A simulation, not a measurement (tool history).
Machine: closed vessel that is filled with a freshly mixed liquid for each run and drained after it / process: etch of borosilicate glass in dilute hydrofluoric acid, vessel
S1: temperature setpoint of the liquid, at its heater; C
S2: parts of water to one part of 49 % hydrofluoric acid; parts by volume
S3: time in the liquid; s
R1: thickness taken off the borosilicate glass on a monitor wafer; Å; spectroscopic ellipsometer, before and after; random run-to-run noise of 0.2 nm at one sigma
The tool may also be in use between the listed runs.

run  hour    S1   S2   S3      R1
  1     0    25  165  100  242.37
  2   1.2  24.5  165  100  240.43
  3   1.9  24.5  165  110  260.28
  4   2.5  24.5  165  110  262.11
  5   7.9    24  165  110  255.56
  6  16.6  23.5  165  110  248.86
  7  21.3    23  165  110  250.18

Estimate the outcome of run 8 from the log above:
  8    22  22.5  165  110   ?

R1: 243.88 Å

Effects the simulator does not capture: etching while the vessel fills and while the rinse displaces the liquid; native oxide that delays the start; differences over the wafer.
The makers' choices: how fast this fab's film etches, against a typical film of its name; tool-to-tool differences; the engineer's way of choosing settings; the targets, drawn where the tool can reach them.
